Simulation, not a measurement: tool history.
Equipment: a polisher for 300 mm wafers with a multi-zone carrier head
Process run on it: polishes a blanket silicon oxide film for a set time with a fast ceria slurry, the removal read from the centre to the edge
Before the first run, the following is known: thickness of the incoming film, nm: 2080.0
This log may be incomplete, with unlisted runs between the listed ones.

run,hour,flow of slurry (ml/min),pressure of the head's centre zone,pressure of the head's middle zone,pressure of the head's edge zone,polishing time (s),film removed at the wafer's centre (nm),film removed at mid-radius (nm),film removed at the wafer's edge (nm)
1,0.0,190,1.00,1.00,1.00,65,650.71,634.69,618.81
2,4.1,185,0.99,0.97,0.97,60,595.06,562.00,569.12
3,6.9,185,0.92,0.97,0.97,60,543.04,557.41,560.20
4,9.1,185,0.92,0.97,0.97,74,661.81,697.49,689.92
5,18.0,185,0.92,0.97,1.04,74,649.23,701.14,711.45
6,24.8,185,0.92,0.97,1.10,74,670.32,699.58,749.30
7,32.8,180,0.93,0.95,1.03,67,611.96,614.04,653.22
8,37.2,185,0.93,0.94,0.99,61,551.25,561.20,583.75
9,39.9,180,0.94,0.93,0.95,57,528.67,514.84,530.27
10,48.8,175,0.94,0.91,0.92,55,492.81,482.39,504.24
11,53.9,170,0.95,0.90,0.89,54,500.81,473.29,481.36
12,60.6,160,0.94,0.88,0.87,54,488.88,458.57,479.39
13,66.4,160,0.94,0.88,0.86,53,482.04,455.16,471.41

For run 14, what comes out?
14,70.8,160,0.94,0.88,0.85,52,?,?,?

{"run 14": {"film removed at the wafer's centre (nm)": 478.73, "film removed at mid-radius (nm)": 440.53, "film removed at the wafer's edge (nm)": 462.95}}
